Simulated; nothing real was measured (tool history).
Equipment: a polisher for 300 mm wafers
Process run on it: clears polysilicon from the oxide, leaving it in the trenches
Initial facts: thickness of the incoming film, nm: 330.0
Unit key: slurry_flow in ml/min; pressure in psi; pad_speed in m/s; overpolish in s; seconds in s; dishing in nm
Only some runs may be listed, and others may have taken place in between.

run	hour	slurry_flow	pressure	pad_speed	overpolish	seconds	dishing
1	0.0	175	1.7	0.82	22	54.815	37.060
2	7.5	175	1.7	0.82	13	54.381	33.423
3	10.1	175	2.0	0.82	13	47.686	35.053
4	11.3	175	2.1	0.82	14	44.892	36.401
5	19.8	175	1.8	0.82	14	53.362	35.452
6	28.5	175	1.9	0.82	15	49.257	36.297
7	34.4	175	2.0	0.82	15	47.329	37.073
8	42.8	175	2.1	0.82	14	44.852	36.327
9	51.2	175	2.1	0.82	15	45.920	37.431
10	59.8	175	2.2	0.82	14	43.323	35.963

Run 11 is up next; what results do you expect?
11	61.9	175	2.2	0.82	15	?	?

Run 11 came out at seconds 42.387 s, dishing 37.268 nm.
